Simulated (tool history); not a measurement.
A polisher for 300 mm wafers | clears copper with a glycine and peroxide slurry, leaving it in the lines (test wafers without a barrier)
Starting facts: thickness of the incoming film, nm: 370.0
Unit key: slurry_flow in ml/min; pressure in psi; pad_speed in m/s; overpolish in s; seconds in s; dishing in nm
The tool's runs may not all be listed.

run,day,slurry_flow,pressure,pad_speed,overpolish,seconds,dishing
1,0,215,1.8,1.08,13,85.499,35.52
2,0.317,215,2.2,1.08,13,74.35,40.736
3,0.35,205,2,1,12,85.707,34.696
4,0.404,225,1.8,0.92,11,97.098,28.251
5,0.708,225,1.8,0.92,7,97.489,18.756
6,0.754,225,1.4,0.92,7,117,15.403
7,0.988,165,0.9,0.76,4,175.98,5.9122
8,1.138,160,0.9,0.78,4,177.33,5.9898

Run 9 is up next; what results do you expect?
9,1.475,155,0.9,0.8,4,?,?

{"run 9": {"seconds": 178.05, "dishing": 5.9465}}
